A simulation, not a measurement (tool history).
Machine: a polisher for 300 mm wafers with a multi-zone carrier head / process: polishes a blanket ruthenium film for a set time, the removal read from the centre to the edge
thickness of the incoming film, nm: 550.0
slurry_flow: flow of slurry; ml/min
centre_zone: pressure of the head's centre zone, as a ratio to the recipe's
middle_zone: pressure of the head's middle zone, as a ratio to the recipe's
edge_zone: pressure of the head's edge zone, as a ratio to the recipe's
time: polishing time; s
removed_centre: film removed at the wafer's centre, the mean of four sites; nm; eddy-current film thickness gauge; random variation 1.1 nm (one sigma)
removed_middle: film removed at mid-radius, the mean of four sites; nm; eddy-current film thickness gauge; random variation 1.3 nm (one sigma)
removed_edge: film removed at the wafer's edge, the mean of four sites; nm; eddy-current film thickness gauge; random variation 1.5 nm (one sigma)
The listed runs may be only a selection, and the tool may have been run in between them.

Run 1, hour 0.0: slurry_flow 285 ml/min, centre_zone 1.00, middle_zone 1.00, edge_zone 1.00, time 47 s. Result: removed_centre 71.882 nm, removed_middle 70.926 nm, removed_edge 68.455 nm.
Run 2, hour 7.8: slurry_flow 285 ml/min, centre_zone 0.99, middle_zone 1.03, edge_zone 1.03, time 52 s. Result: removed_centre 78.929 nm, removed_middle 79.482 nm, removed_edge 78.391 nm.
Run 3, hour 9.9: slurry_flow 285 ml/min, centre_zone 0.99, middle_zone 1.03, edge_zone 1.07, time 52 s. Result: removed_centre 79.808 nm, removed_middle 80.555 nm, removed_edge 78.126 nm.
Run 4, hour 12.5: slurry_flow 235 ml/min, centre_zone 0.99, middle_zone 1.03, edge_zone 1.07, time 52 s. Result: removed_centre 77.019 nm, removed_middle 78.186 nm, removed_edge 76.989 nm.
Run 5, hour 15.3: slurry_flow 250 ml/min, centre_zone 0.98, middle_zone 1.06, edge_zone 1.08, time 55 s. Result: removed_centre 80.762 nm, removed_middle 86.741 nm, removed_edge 83.838 nm.
Run 6, hour 20.7: slurry_flow 185 ml/min, centre_zone 0.98, middle_zone 1.06, edge_zone 1.08, time 55 s. Result: removed_centre 77.615 nm, removed_middle 83.883 nm, removed_edge 80.331 nm.
Run 7, hour 27.5: slurry_flow 210 ml/min, centre_zone 0.98, middle_zone 1.09, edge_zone 1.11, time 57 s. Result: removed_centre 82.285 nm, removed_middle 88.674 nm, removed_edge 84.625 nm.

What will run 8 give?
Run 8, hour 35.1: slurry_flow 230 ml/min, centre_zone 0.97, middle_zone 1.11, edge_zone 1.11, time 60 s. Result: removed_centre ?, removed_middle ?, removed_edge ?.

{"run 8": {"removed_centre": 87.55, "removed_middle": 97.269, "removed_edge": 90.979}}

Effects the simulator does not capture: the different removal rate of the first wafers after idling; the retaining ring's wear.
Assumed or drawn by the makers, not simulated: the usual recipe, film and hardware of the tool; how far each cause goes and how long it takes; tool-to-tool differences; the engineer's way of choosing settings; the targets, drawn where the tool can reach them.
